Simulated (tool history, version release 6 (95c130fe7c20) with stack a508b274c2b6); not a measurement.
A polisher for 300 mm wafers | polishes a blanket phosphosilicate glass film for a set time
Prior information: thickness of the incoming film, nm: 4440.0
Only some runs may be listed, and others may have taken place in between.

| run | hour | flow of slurry (ml/min) | pressure of the wafer on the pad (psi) | speed of the pad under the wafer (cm/s) | abrasive content of the slurry | polishing time (s) | film removed (angstrom) |
|---|---|---|---|---|---|---|---|
| 1 | 0.0 | 275 | 3.3 | 124 | 1.0 | 46 | 4031.7 |
| 2 | 0.8 | 340 | 3.3 | 124 | 1.0 | 46 | 4121.8 |
| 3 | 2.8 | 340 | 3.3 | 124 | 1.0 | 48 | 4343.1 |
| 4 | 4.2 | 315 | 3.3 | 124 | 1.0 | 48 | 4265.4 |
| 5 | 4.9 | 315 | 3.4 | 124 | 1.0 | 48 | 4420.4 |
| 6 | 12.6 | 315 | 2.9 | 124 | 1.0 | 48 | 3763.6 |
| 7 | 19.6 | 315 | 2.9 | 124 | 1.0 | 48 | 3743.0 |
| 8 | 28.2 | 315 | 3.0 | 124 | 1.0 | 48 | 3901.4 |
| 9 | 29.8 | 315 | 3.1 | 124 | 1.0 | 48 | 4071.0 |

Run 10, settings as shown, results not yet in. Your forecast:
| 10 | 33.8 | 315 | 3.2 | 124 | 1.0 | 48 | ? |

film removed (angstrom): 4099.6
